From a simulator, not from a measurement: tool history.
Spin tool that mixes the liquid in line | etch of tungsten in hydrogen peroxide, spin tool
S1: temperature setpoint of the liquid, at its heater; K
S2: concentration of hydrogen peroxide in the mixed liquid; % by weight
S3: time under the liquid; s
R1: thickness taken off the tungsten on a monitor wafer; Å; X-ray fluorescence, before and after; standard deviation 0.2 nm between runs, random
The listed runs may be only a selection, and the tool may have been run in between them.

run	hour	S1	S2	S3	R1
1	0	326.15	18	15	282.52
2	7.6	319.65	18	15	187.2
3	10.3	319.65	18	15	187.03
4	17.9	319.65	21	15	200.29
5	22.6	319.65	23.5	15	214.68
6	29.3	320.65	23.5	15	225.33
7	33.7	321.65	23.5	15	241.32
8	37.9	322.15	23.5	15	250.83

Predict the results of run 9:
9	42	322.65	23.5	15	?

R1: 259.09 Å

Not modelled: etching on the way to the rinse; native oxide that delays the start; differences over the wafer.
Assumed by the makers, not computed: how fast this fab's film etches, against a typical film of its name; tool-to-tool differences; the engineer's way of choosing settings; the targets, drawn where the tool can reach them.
